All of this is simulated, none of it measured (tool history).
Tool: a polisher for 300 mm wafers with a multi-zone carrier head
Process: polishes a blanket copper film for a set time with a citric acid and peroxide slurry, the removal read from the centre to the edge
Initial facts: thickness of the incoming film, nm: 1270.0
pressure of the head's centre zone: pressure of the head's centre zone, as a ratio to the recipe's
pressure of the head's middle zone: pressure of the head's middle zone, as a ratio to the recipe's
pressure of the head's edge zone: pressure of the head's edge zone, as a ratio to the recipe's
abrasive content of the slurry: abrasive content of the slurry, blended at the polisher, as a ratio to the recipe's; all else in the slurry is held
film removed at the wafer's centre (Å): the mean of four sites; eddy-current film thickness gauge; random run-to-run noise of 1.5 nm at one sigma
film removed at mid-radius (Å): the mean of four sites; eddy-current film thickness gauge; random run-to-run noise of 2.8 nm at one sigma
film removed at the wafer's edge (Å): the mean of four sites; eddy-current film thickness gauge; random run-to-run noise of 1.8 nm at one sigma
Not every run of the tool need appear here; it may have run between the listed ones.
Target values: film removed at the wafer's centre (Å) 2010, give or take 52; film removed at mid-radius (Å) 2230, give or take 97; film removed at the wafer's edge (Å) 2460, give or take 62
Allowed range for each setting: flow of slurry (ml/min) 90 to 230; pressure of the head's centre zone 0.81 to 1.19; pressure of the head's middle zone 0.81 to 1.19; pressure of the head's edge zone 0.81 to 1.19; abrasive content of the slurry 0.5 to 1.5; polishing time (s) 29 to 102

run	hour	flow of slurry (ml/min)	pressure of the head's centre zone	pressure of the head's middle zone	pressure of the head's edge zone	abrasive content of the slurry	polishing time (s)	film removed at the wafer's centre (Å)	film removed at mid-radius (Å)	film removed at the wafer's edge (Å)
1	0	150	1	1	1	1	65	2262.5	2209.9	2237.3
2	4.8	140	0.96	1	1.05	1.05	65	2142.5	2201.1	2283.3
3	12.9	135	0.94	1	1.09	1.1	65	2141.5	2215.7	2340
4	17.6	155	0.94	1	1.09	1.1	65	2187.8	2234.7	2340.9
5	21.5	140	0.92	1	1.11	1.15	65	2127.7	2210.6	2401
6	27.7	140	0.92	1	1.11	1.15	80	2591	2703.3	2936.7
7	30.8	135	0.89	0.97	1.06	1	79	2350	2551.9	2750
8	32.2	100	0.84	0.87	0.96	0.8	78	1877.8	2075.9	2320.7
9	36.8	110	0.84	0.88	0.97	0.8	78	1948.9	2129.6	2353.3

Exercise: of the 5 proposed moves below, exactly one satisfies all targets within the stated allowed misses. Which move is it?
A	41.4	110	0.87	0.87	0.93	0.8	82	?	?	?
B	41.4	120	0.95	0.82	0.98	0.65	78	?	?	?
C	41.4	155	0.84	0.91	0.97	0.7	74	?	?	?
D	41.4	155	0.92	0.81	1.12	0.85	70	?	?	?
E	41.4	135	0.81	0.84	0.96	1.1	72	?	?	?

move	film removed at the wafer's centre (Å)	film removed at mid-radius (Å)	film removed at the wafer's edge (Å)
A	2135.9	2265.3	2466
B	2181	2046.3	2329.4
C	1989.2	2211.6	2331.8
D	2152.6	2056.9	2452.6
E	1995.2	2217.8	2448.7
A: brings the last run's worst result on target, with another outside its allowed miss
B: moves away from the targets compared with the last run
C: moves away from the targets compared with the last run
D: brings the last run's worst result on target, with another outside its allowed miss
E: all results land within tolerance of their targets
Move E is the one to make.
